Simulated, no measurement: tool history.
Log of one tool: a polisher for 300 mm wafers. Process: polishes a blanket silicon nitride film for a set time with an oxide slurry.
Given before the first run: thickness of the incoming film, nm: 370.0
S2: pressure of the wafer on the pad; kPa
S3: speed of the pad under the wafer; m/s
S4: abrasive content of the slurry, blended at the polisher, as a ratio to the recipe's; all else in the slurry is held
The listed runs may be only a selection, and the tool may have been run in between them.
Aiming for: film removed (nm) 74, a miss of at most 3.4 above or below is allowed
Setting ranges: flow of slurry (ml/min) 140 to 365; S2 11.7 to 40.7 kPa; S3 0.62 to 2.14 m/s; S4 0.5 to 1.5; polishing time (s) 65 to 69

Run 1, hour 0: flow of slurry (ml/min) 235, S2 26.2 kPa, S3 1.38 m/s, S4 1, polishing time (s) 65. Result: film removed (nm) 54.193.
Run 2, hour 1.7: flow of slurry (ml/min) 235, S2 26.2 kPa, S3 1.38 m/s, S4 1, polishing time (s) 69. Result: film removed (nm) 59.232.
Run 3, hour 3.9: flow of slurry (ml/min) 260, S2 26.2 kPa, S3 1.38 m/s, S4 1, polishing time (s) 69. Result: film removed (nm) 58.017.
Run 4, hour 12.7: flow of slurry (ml/min) 260, S2 26.2 kPa, S3 1.38 m/s, S4 0.85, polishing time (s) 69. Result: film removed (nm) 56.951.
Run 5, hour 13.4: flow of slurry (ml/min) 230, S2 26.2 kPa, S3 1.38 m/s, S4 0.85, polishing time (s) 69. Result: film removed (nm) 54.665.
Run 6, hour 19.1: flow of slurry (ml/min) 230, S2 26.2 kPa, S3 1.38 m/s, S4 0.85, polishing time (s) 69. Result: film removed (nm) 55.323.
Run 7, hour 27.5: flow of slurry (ml/min) 230, S2 28.3 kPa, S3 1.4 m/s, S4 0.85, polishing time (s) 69. Result: film removed (nm) 60.756.
Run 8, hour 30.2: flow of slurry (ml/min) 230, S2 29.6 kPa, S3 1.4 m/s, S4 0.85, polishing time (s) 69. Result: film removed (nm) 64.019.
Run 9, hour 31.2: flow of slurry (ml/min) 230, S2 29.6 kPa, S3 1.4 m/s, S4 0.85, polishing time (s) 69. Result: film removed (nm) 62.279.
Run 10, hour 39.9: flow of slurry (ml/min) 230, S2 29.6 kPa, S3 1.4 m/s, S4 0.85, polishing time (s) 69. Result: film removed (nm) 63.272.

Which of these 4 next moves meets every target?
Run A, hour 48.6: flow of slurry (ml/min) 215, S2 33.8 kPa, S3 1.34 m/s, S4 0.7, polishing time (s) 69. Result: film removed (nm) ?.
Run B, hour 48.6: flow of slurry (ml/min) 255, S2 28.3 kPa, S3 1.76 m/s, S4 0.75, polishing time (s) 68. Result: film removed (nm) ?.
Run C, hour 48.6: flow of slurry (ml/min) 210, S2 37.2 kPa, S3 1.38 m/s, S4 0.85, polishing time (s) 66. Result: film removed (nm) ?.
Run D, hour 48.6: flow of slurry (ml/min) 255, S2 33.1 kPa, S3 1.28 m/s, S4 0.85, polishing time (s) 69. Result: film removed (nm) ?.

move  film removed (nm)
   A             63.951
   B             68.724
   C             73.858
   D             66.021
A: an improvement on the last run, though not all results are within tolerance
B: an improvement on the last run, though not all results are within tolerance
C: meets every target
D: an improvement on the last run, though not all results are within tolerance
Move C is the one to make.

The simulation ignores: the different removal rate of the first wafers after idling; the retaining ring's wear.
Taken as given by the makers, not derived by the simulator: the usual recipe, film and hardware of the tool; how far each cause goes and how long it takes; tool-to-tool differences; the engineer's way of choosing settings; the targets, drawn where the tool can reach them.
